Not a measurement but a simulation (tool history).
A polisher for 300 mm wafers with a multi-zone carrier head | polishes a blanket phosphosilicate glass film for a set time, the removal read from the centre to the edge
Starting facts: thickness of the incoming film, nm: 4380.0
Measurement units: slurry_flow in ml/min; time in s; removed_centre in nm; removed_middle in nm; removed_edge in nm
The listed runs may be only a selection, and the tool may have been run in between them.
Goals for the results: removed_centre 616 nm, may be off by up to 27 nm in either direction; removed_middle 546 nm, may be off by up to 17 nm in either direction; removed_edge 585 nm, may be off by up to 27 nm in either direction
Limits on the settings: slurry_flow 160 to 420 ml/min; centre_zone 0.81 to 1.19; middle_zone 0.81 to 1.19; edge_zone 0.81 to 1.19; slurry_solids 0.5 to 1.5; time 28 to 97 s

run	hour	slurry_flow	centre_zone	middle_zone	edge_zone	slurry_solids	time	removed_centre	removed_middle	removed_edge
1	0	270	1	1	1	1	62	498.7	505.96	518.74
2	6.5	270	1	1	1.04	1	62	487.19	505.61	532.2
3	14.1	270	1	1	1.04	1	68	561.56	552.99	573.22
4	17.8	270	0.94	1	1.04	1	68	528.35	565.58	580.34
5	22.9	270	0.98	1	1.04	1	68	533.93	565.51	577.39
6	27.9	270	1	0.99	1.04	1	68	543.49	545.61	588.34
7	29.5	275	1.01	0.99	1.03	1	68	555.08	552.46	574.12
8	30.8	275	1.02	0.99	1.03	1	68	553.61	556.2	569.7
9	36.7	270	1.04	0.98	1.03	1	68	558	550.35	572.98
10	39.8	275	1.06	0.97	1.03	1	68	569.58	546.56	582.58
11	42.4	275	1.07	0.97	1.03	1	68	582.43	550.16	581.6

Exercise: of the 5 proposed moves below, exactly one satisfies all targets within the stated allowed misses. Which move is it?
A	45	280	0.99	1	1.05	0.9	71	?	?	?
B	45	255	1.01	0.94	1.11	1.1	67	?	?	?
C	45	255	1.01	0.95	1.09	1.1	69	?	?	?
D	45	315	1.09	0.93	1.03	1.1	67	?	?	?
E	45	265	1.05	0.88	1.08	1.15	70	?	?	?

move	removed_centre	removed_middle	removed_edge
A	551.99	559.58	585.35
B	566.05	535.66	609.13
C	582.98	556.57	621.48
D	623.35	543.49	597.62
E	626.14	541.1	640.94
A: the biggest miss grows against the last run
B: the biggest miss grows against the last run
C: the biggest miss grows against the last run
D: all results land within tolerance of their targets
E: corrects the largest miss of the last run, while another result sits out of spec
Correct choice: D, which meets every target
